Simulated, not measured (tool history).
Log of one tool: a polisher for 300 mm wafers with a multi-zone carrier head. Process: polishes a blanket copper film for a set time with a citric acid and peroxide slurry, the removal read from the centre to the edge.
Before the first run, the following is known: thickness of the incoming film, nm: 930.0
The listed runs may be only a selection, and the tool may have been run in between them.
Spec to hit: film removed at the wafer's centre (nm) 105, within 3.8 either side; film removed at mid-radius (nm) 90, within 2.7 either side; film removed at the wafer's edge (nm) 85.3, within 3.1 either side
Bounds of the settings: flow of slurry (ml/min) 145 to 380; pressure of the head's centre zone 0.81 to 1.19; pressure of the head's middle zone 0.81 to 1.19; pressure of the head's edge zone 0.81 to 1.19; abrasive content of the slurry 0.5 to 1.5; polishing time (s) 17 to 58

| run | hour | flow of slurry (ml/min) | pressure of the head's centre zone | pressure of the head's middle zone | pressure of the head's edge zone | abrasive content of the slurry | polishing time (s) | film removed at the wafer's centre (nm) | film removed at mid-radius (nm) | film removed at the wafer's edge (nm) |
|---|---|---|---|---|---|---|---|---|---|---|
| 1 | 0 | 245 | 1 | 1 | 1 | 1 | 37 | 111.21 | 107.23 | 110.15 |
| 2 | 5 | 245 | 1.01 | 1 | 0.98 | 0.95 | 37 | 113.44 | 107.19 | 109.65 |
| 3 | 10.7 | 245 | 1.02 | 1 | 0.96 | 0.9 | 36 | 106.39 | 101.73 | 103.25 |
| 4 | 12.2 | 245 | 1.02 | 1 | 0.96 | 0.9 | 41 | 124.93 | 114.87 | 118.5 |
| 5 | 13.5 | 245 | 1.02 | 1 | 0.96 | 0.9 | 45 | 134.76 | 127.26 | 130.16 |
| 6 | 22.2 | 250 | 1.03 | 1 | 0.95 | 0.85 | 44 | 132.67 | 124.23 | 125.69 |
| 7 | 26.3 | 255 | 1.04 | 1 | 0.94 | 0.8 | 43 | 132.3 | 122.25 | 120.88 |
| 8 | 32.1 | 260 | 1.04 | 0.99 | 0.93 | 0.75 | 42 | 123.85 | 113.18 | 117.1 |
| 9 | 36 | 255 | 1.05 | 0.99 | 0.92 | 0.7 | 41 | 122.23 | 110.36 | 110.34 |
| 10 | 40.9 | 250 | 1.05 | 0.99 | 0.91 | 0.7 | 41 | 120.64 | 109.59 | 111.09 |
| 11 | 49.7 | 255 | 1.06 | 0.99 | 0.9 | 0.7 | 40 | 118.16 | 107.83 | 106.28 |
| 12 | 56 | 255 | 1.07 | 0.99 | 0.89 | 0.7 | 40 | 121.85 | 108.06 | 108.71 |
| 13 | 63.7 | 255 | 1.08 | 0.99 | 0.88 | 0.7 | 39 | 119.37 | 105.72 | 103.23 |
| 14 | 68.3 | 255 | 1.08 | 0.99 | 0.87 | 0.7 | 39 | 119.92 | 104.68 | 102.96 |
| 15 | 73 | 255 | 1.08 | 0.99 | 0.86 | 0.7 | 39 | 119.45 | 105.69 | 102.15 |
| 16 | 81.8 | 255 | 1.08 | 0.99 | 0.85 | 0.7 | 39 | 118.62 | 105.07 | 101.4 |
| 17 | 90.3 | 245 | 1.1 | 0.99 | 0.83 | 0.6 | 37 | 112.18 | 96.469 | 92.127 |
| 18 | 93.5 | 240 | 1.1 | 0.99 | 0.83 | 0.6 | 37 | 111 | 95.928 | 92.129 |

Pick the move, out of 5, that brings all results within their allowed miss; only one does.
| A | 96.7 | 310 | 1.05 | 1.02 | 0.81 | 0.75 | 34 | ? | ? | ? |
| B | 96.7 | 250 | 1.14 | 1 | 0.83 | 0.6 | 39 | ? | ? | ? |
| C | 96.7 | 195 | 1.16 | 1.05 | 0.9 | 0.55 | 34 | ? | ? | ? |
| D | 96.7 | 305 | 1.11 | 1.06 | 0.81 | 0.6 | 37 | ? | ? | ? |
| E | 96.7 | 245 | 0.98 | 0.81 | 0.97 | 0.5 | 40 | ? | ? | ? |

| move | film removed at the wafer's centre (nm) | film removed at mid-radius (nm) | film removed at the wafer's edge (nm) |
|---|---|---|---|
| A | 105.04 | 96.516 | 89.941 |
| B | 122.78 | 102.57 | 98.274 |
| C | 104.42 | 88.9 | 85.288 |
| D | 115.56 | 103.13 | 93.538 |
| E | 104.13 | 88.018 | 103.4 |
A: further off than the last run
B: further off than the last run
C: each result inside its tolerance
D: further off than the last run
E: further off than the last run
So the answer is move C, the one that meets all the targets.

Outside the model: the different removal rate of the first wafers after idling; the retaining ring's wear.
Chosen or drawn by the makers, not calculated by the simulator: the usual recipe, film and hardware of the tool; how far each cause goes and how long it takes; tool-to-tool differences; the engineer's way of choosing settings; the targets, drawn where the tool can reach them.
